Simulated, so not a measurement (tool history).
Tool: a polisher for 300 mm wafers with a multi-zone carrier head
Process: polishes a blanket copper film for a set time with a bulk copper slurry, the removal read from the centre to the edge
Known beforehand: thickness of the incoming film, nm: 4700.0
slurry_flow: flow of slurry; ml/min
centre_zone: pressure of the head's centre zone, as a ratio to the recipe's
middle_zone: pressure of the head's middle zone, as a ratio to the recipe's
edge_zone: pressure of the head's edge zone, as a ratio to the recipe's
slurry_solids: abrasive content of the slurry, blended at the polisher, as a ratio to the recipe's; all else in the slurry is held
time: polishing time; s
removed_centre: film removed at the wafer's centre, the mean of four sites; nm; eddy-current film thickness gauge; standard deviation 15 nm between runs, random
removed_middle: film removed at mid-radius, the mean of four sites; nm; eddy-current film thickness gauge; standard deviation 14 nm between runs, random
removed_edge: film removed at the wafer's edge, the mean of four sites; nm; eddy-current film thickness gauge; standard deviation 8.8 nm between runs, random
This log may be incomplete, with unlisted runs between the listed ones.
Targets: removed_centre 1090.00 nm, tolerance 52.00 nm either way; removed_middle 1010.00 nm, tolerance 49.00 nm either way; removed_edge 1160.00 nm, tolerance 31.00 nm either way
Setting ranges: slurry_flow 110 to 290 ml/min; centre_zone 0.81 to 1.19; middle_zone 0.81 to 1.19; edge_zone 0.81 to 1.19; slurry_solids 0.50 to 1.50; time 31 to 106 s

| run | day | slurry_flow | centre_zone | middle_zone | edge_zone | slurry_solids | time | removed_centre | removed_middle | removed_edge |
|---|---|---|---|---|---|---|---|---|---|---|
| 1 | 0.000 | 185 | 1.00 | 1.00 | 1.00 | 1.00 | 68 | 762.93 | 800.51 | 769.15 |
| 2 | 0.338 | 190 | 1.01 | 0.98 | 1.04 | 1.10 | 72 | 832.17 | 841.89 | 840.07 |
| 3 | 0.529 | 195 | 1.01 | 0.96 | 1.07 | 1.20 | 76 | 910.85 | 870.25 | 903.69 |
| 4 | 0.750 | 195 | 1.09 | 0.96 | 1.07 | 1.20 | 76 | 966.73 | 905.38 | 904.28 |
| 5 | 0.996 | 195 | 1.09 | 0.96 | 1.07 | 1.30 | 76 | 983.34 | 914.47 | 904.25 |
| 6 | 1.300 | 195 | 1.09 | 0.96 | 1.07 | 1.15 | 76 | 965.75 | 884.68 | 900.80 |
| 7 | 1.346 | 200 | 1.06 | 0.96 | 1.10 | 1.15 | 79 | 985.57 | 905.71 | 946.42 |
| 8 | 1.396 | 200 | 1.03 | 0.96 | 1.12 | 1.20 | 82 | 1007.30 | 971.49 | 1001.70 |
| 9 | 1.767 | 200 | 1.03 | 0.96 | 1.12 | 1.20 | 82 | 999.84 | 946.45 | 1008.50 |
| 10 | 1.788 | 205 | 1.02 | 0.95 | 1.14 | 1.25 | 84 | 1005.20 | 994.96 | 1041.20 |

Pick the move, out of 5, that brings all results within their allowed miss; only one does.
| A | 1.808 | 220 | 0.90 | 0.99 | 1.15 | 1.30 | 79 | ? | ? | ? |
| B | 1.808 | 225 | 1.00 | 0.90 | 1.10 | 1.20 | 89 | ? | ? | ? |
| C | 1.808 | 210 | 0.98 | 0.87 | 1.15 | 0.95 | 97 | ? | ? | ? |
| D | 1.808 | 255 | 1.08 | 1.00 | 1.07 | 1.25 | 89 | ? | ? | ? |
| E | 1.808 | 190 | 1.05 | 0.96 | 1.18 | 0.95 | 92 | ? | ? | ? |

| move | removed_centre | removed_middle | removed_edge |
|---|---|---|---|
| A | 868.15 | 945.91 | 992.50 |
| B | 1075.60 | 972.91 | 1090.10 |
| C | 1094.30 | 983.49 | 1153.50 |
| D | 1191.00 | 1085.90 | 1098.70 |
| E | 1095.70 | 997.63 | 1090.90 |
A: its largest miss is bigger than the last run's
B: moves toward the targets from the last run without getting all of them in spec
C: all results land within tolerance of their targets
D: moves toward the targets from the last run without getting all of them in spec
E: moves toward the targets from the last run without getting all of them in spec
C meets every target.
